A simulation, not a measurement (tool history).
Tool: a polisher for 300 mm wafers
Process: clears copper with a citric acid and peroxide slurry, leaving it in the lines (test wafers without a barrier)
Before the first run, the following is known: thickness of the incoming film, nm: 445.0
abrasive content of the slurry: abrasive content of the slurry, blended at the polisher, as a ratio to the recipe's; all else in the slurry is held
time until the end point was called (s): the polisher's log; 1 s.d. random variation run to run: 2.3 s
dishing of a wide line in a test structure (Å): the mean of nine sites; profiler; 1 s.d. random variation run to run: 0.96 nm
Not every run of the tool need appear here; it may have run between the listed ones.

run	hour	flow of slurry (ml/min)	pressure of the wafer on the pad (psi)	speed of the pad under the wafer (cm/s)	abrasive content of the slurry	overpolish time after the end point (s)	time until the end point was called (s)	dishing of a wide line in a test structure (Å)
1	0	285	3.6	120	1	29	140.4	571.72
2	0.8	285	3.7	120	1	34	138.62	662.98
3	5.3	285	3.7	120	0.9	34	136.57	643.21
4	6.9	285	3.7	138	0.9	34	127.29	701.53
5	9.5	290	3.6	140	1	37	127.5	750.85
6	14.8	295	3.6	140	1	40	127.3	777.25

For run 7, what comes out?
7	18.4	290	3.6	140	1	43	?	?

time until the end point was called (s): 123.94
dishing of a wide line in a test structure (Å): 826.13
